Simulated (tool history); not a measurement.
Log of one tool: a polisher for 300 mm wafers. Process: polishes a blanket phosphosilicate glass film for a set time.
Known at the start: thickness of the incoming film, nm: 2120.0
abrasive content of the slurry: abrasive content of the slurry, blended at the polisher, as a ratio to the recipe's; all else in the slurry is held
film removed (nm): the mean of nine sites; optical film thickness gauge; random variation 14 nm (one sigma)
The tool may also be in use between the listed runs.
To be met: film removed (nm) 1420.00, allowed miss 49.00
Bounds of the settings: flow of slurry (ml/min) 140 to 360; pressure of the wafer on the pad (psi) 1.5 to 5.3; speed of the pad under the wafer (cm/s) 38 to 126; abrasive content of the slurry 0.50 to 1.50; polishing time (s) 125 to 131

run    day  flow of slurry (ml/min)  pressure of the wafer on the pad (psi)  speed of the pad under the wafer (cm/s)  abrasive content of the slurry  polishing time (s)  film removed (nm)
  1  0.000                      230                                     3.4                                       82                            1.00                 125             900.96
  2  0.042                      230                                     3.4                                       82                            0.85                 125             830.43
  3  0.321                      230                                     3.4                                       82                            0.85                 125             831.37
  4  0.346                      285                                     3.4                                       82                            0.85                 125             861.45
  5  0.504                      285                                     3.9                                       82                            0.85                 125             964.66
  6  0.879                      285                                     4.2                                       82                            0.85                 125            1028.50
  7  1.204                      285                                     4.4                                       84                            0.85                 125            1066.20
     1.275  -- slurry nozzle cleaned
  8  1.275                      285                                     4.6                                       86                            0.85                 125            1178.00
  9  1.496                      285                                     4.7                                       86                            0.85                 125            1205.00
 10  1.596                      285                                     4.8                                       86                            0.85                 125            1219.40
 11  1.971                      285                                     4.9                                       86                            0.85                 125            1247.00
 12  2.042                      285                                     5.0                                       86                            0.85                 125            1278.70
 13  2.225                      285                                     5.0                                       86                            0.85                 125            1271.20
 14  2.454                      285                                     5.1                                       86                            0.85                 125            1277.50
 15  2.475                      290                                     5.1                                       86                            0.85                 125            1297.50
 16  2.554                      290                                     5.2                                       88                            0.85                 125            1297.60
 17  2.804                      290                                     5.2                                       90                            0.85                 125            1343.30

Which of these 5 next moves meets every target?
  A  3.054                      250                                     5.3                                       86                            0.95                 128                  ?
  B  3.054                      205                                     5.0                                       80                            0.85                 129                  ?
  C  3.054                      275                                     5.1                                       86                            0.90                 125                  ?
  D  3.054                      360                                     4.9                                      104                            0.55                 131                  ?
  E  3.054                      295                                     5.1                                      110                            0.80                 128                  ?

move  film removed (nm)
   A            1402.30
   B            1203.10
   C            1303.70
   D            1205.90
   E            1495.50
A: meets every target
B: further off than the last run
C: further off than the last run
D: further off than the last run
E: takes the result that was furthest off past its target
Answer: A
